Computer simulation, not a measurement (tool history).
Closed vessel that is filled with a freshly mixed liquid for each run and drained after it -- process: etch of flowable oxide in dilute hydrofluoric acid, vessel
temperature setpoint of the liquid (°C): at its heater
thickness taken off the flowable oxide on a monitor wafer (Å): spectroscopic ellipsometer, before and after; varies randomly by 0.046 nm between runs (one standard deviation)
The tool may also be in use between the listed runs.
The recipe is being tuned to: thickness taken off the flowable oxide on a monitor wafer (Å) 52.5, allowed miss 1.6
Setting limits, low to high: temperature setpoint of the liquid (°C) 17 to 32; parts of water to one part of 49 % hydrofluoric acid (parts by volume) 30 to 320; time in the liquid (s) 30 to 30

run	hour	temperature setpoint of the liquid (°C)	parts of water to one part of 49 % hydrofluoric acid (parts by volume)	time in the liquid (s)	thickness taken off the flowable oxide on a monitor wafer (Å)
1	0	24	175	30	61.211
2	2.8	21.5	175	30	55.572
3	9.2	21.5	225	30	41.036
4	10.9	23.5	225	30	43.862
5	11.8	23.5	225	30	43.53
6	18.8	23.5	225	30	43.869
7	21.5	24	225	30	44.241
8	29.1	24.5	225	30	45.273
9	30.5	24.5	225	30	46.161
10	38.5	25	225	30	46.249
11	46.3	25.5	225	30	46.653
12	49.6	26	225	30	47.507
13	50.6	26.5	225	30	48.6
14	53.5	26.5	225	30	48.951
15	59.2	27.5	225	30	50.368

Of the 4 settings listed for the next run, only one would bring every result within its allowed miss of target. Which one?
A	64.9	26	210	30	?
B	64.9	31	250	30	?
C	64.9	28	235	30	?
D	64.9	26	220	30	?

move	thickness taken off the flowable oxide on a monitor wafer (Å)
A	52.975
B	50.481
C	49.388
D	50.011
A: each result inside its tolerance
B: nearer than the last run, and not there yet
C: its largest miss is bigger than the last run's
D: its largest miss is bigger than the last run's
The move that meets every target is A.
